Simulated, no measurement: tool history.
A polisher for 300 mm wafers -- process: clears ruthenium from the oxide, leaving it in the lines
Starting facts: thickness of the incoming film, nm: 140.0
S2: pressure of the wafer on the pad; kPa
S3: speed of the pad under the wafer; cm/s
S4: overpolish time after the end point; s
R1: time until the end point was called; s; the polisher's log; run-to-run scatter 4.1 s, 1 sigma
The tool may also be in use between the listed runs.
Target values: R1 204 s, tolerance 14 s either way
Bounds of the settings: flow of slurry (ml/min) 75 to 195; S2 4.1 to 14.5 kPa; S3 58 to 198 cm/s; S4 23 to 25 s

run 1 hour=0 | flow_of_slurry_(ml/min)=125 S2=9 S3=128 S4=23 | R1=148.92
run 2 hour=1.6 | flow_of_slurry_(ml/min)=125 S2=9 S3=128 S4=23 | R1=150.34
run 3 hour=8 | flow_of_slurry_(ml/min)=95 S2=9 S3=128 S4=23 | R1=156.37
run 4 hour=11.9 | flow_of_slurry_(ml/min)=95 S2=8.3 S3=126 S4=23 | R1=167.13
run 5 hour=18.9 | flow_of_slurry_(ml/min)=95 S2=6.2 S3=126 S4=23 | R1=217.58
run 6 hour=20.6 | flow_of_slurry_(ml/min)=95 S2=6.2 S3=112 S4=23 | R1=251.76
run 7 hour=23.2 | flow_of_slurry_(ml/min)=95 S2=6.9 S3=112 S4=23 | R1=228.4
run 8 hour=23.7 | flow_of_slurry_(ml/min)=95 S2=6.9 S3=112 S4=23 | R1=224.49

Below are 4 possible settings for the next run. Only one of them brings all results inside the allowed miss of their targets. Which is it?
run A hour=24.2 | flow_of_slurry_(ml/min)=125 S2=7.6 S3=108 S4=25 | R1=?
run B hour=24.2 | flow_of_slurry_(ml/min)=145 S2=6.2 S3=102 S4=23 | R1=?
run C hour=24.2 | flow_of_slurry_(ml/min)=120 S2=5.5 S3=112 S4=25 | R1=?
run D hour=24.2 | flow_of_slurry_(ml/min)=120 S2=8.3 S3=84 S4=23 | R1=?

move=A R1=204.21
move=B R1=251.34
move=C R1=264.04
move=D R1=242.12
A: each result inside its tolerance
B: moves away from the targets compared with the last run
C: moves away from the targets compared with the last run
D: moves away from the targets compared with the last run
Correct choice: A, which meets every target
